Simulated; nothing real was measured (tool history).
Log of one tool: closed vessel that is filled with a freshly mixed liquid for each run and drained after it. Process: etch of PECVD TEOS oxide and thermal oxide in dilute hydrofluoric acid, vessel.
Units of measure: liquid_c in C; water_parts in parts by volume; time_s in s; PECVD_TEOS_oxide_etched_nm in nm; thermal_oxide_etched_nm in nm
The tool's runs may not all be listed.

run 1 hour=0 | liquid_c=23 water_parts=155 time_s=575 | PECVD_TEOS_oxide_etched_nm=55.322 thermal_oxide_etched_nm=16.155
run 2 hour=6.4 | liquid_c=25 water_parts=130 time_s=575 | PECVD_TEOS_oxide_etched_nm=72.663 thermal_oxide_etched_nm=21.533
run 3 hour=12.4 | liquid_c=28 water_parts=130 time_s=575 | PECVD_TEOS_oxide_etched_nm=82.348 thermal_oxide_etched_nm=23.863
run 4 hour=15.7 | liquid_c=28 water_parts=130 time_s=410 | PECVD_TEOS_oxide_etched_nm=58.862 thermal_oxide_etched_nm=17.401
run 5 hour=20.3 | liquid_c=28 water_parts=80 time_s=410 | PECVD_TEOS_oxide_etched_nm=103.17 thermal_oxide_etched_nm=30.016
run 6 hour=21.7 | liquid_c=28 water_parts=80 time_s=225 | PECVD_TEOS_oxide_etched_nm=55.762 thermal_oxide_etched_nm=16.518
run 7 hour=23 | liquid_c=28.5 water_parts=65 time_s=255 | PECVD_TEOS_oxide_etched_nm=81.885 thermal_oxide_etched_nm=23.789
run 8 hour=31.4 | liquid_c=29 water_parts=55 time_s=265 | PECVD_TEOS_oxide_etched_nm=102.75 thermal_oxide_etched_nm=30.285
run 9 hour=35 | liquid_c=31 water_parts=25 time_s=285 | PECVD_TEOS_oxide_etched_nm=279.11 thermal_oxide_etched_nm=81.614

Run 10 comes next. What will it give?
run 10 hour=44.3 | liquid_c=30.5 water_parts=25 time_s=285 | PECVD_TEOS_oxide_etched_nm=? thermal_oxide_etched_nm=?

{"run 10": {"PECVD_TEOS_oxide_etched_nm": 273.49, "thermal_oxide_etched_nm": 79.96}}
